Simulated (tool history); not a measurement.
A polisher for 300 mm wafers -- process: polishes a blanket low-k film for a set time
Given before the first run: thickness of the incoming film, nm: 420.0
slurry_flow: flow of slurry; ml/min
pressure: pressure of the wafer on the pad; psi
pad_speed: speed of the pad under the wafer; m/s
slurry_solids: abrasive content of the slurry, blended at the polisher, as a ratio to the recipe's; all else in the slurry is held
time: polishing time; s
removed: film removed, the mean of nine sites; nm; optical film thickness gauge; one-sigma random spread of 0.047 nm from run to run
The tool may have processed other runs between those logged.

| run | day | slurry_flow | pressure | pad_speed | slurry_solids | time | removed |
|---|---|---|---|---|---|---|---|
| 1 | 0 | 315 | 1.9 | 0.86 | 1 | 23 | 6.8744 |
| 2 | 0.1 | 315 | 1.9 | 0.86 | 1 | 23 | 6.6211 |
| 3 | 0.425 | 315 | 1.9 | 0.86 | 1.2 | 23 | 7.2701 |
| 4 | 0.688 | 315 | 1.6 | 0.8 | 1.2 | 23 | 6.0161 |
| 5 | 0.767 | 315 | 1.3 | 0.8 | 1.2 | 23 | 4.8261 |
| 6 | 0.992 | 315 | 1.2 | 0.78 | 1.2 | 23 | 4.3855 |
| 7 | 1.167 | 315 | 1.1 | 0.78 | 1.2 | 23 | 4.1138 |

For run 8, what comes out?
| 8 | 1.254 | 315 | 1 | 0.78 | 1.2 | 23 | ? |

For run 8 the tool returned removed 3.7456 nm.
